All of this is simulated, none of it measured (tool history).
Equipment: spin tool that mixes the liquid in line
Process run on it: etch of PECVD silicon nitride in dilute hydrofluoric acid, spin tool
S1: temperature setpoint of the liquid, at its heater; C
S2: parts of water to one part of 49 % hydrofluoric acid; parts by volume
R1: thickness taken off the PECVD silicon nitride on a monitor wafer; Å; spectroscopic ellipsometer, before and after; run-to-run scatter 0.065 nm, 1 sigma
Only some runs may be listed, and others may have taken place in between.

Run 1, hour 0.0: S1 24.0 C, S2 100 parts by volume, time under the liquid (s) 280. Result: R1 74.128 Å.
Run 2, hour 2.2: S1 26.0 C, S2 100 parts by volume, time under the liquid (s) 280. Result: R1 84.973 Å.
Run 3, hour 2.9: S1 27.0 C, S2 100 parts by volume, time under the liquid (s) 280. Result: R1 90.884 Å.
Run 4, hour 11.8: S1 24.5 C, S2 100 parts by volume, time under the liquid (s) 280. Result: R1 76.935 Å.
Run 5, hour 12.9: S1 26.0 C, S2 100 parts by volume, time under the liquid (s) 280. Result: R1 84.720 Å.
Run 6, hour 16.9: S1 27.0 C, S2 100 parts by volume, time under the liquid (s) 280. Result: R1 91.094 Å.
Run 7, hour 24.3: S1 27.5 C, S2 100 parts by volume, time under the liquid (s) 280. Result: R1 94.026 Å.

For run 8, what comes out?
Run 8, hour 25.1: S1 28.0 C, S2 100 parts by volume, time under the liquid (s) 280. Result: R1 ?.

Logged for run 8: R1 96.385 Å.
